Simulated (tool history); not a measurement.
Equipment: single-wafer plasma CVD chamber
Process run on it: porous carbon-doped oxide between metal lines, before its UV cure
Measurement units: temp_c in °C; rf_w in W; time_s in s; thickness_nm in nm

run    day  temp_c  rf_w  time_s  thickness_nm
  1      0     320   470      53        243.68
  2  0.312     313   470      53        252.82
  3  0.367     313   470      53        251.17
  4  0.454     313   510      53        266.73
  5  0.679     313   510      53        265.91
  6  0.721     319   490      53        253.19
  7  0.938     323   470      53         241.8

Run 8 comes next. What will it give?
  8    1     326   455      53             ?

{"run 8": {"thickness_nm": 233.13}}
